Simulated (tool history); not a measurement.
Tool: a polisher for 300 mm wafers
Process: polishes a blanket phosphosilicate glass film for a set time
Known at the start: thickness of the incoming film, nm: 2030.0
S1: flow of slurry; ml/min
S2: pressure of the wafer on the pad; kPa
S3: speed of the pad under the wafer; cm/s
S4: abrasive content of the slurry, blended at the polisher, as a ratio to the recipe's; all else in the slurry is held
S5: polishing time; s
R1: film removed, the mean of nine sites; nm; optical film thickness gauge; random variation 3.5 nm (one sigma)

run	hour	S1	S2	S3	S4	S5	R1
1	0	150	15.9	92	1	67	457.21
2	7.3	150	15.9	102	1	67	490.42
3	14.3	145	15.2	102	1	67	485.09
4	17.7	145	12.4	102	1	67	427.62
5	26.2	145	11.7	102	1	67	404.99
6	28.4	145	11.7	114	1	67	448.67
7	30.2	145	11	114	1	67	439.41
8	34	145	10.3	114	1	67	416.76

Run 9 comes next. What will it give?
9	37.3	145	9.7	114	1	67	?

R1: 401.76 nm
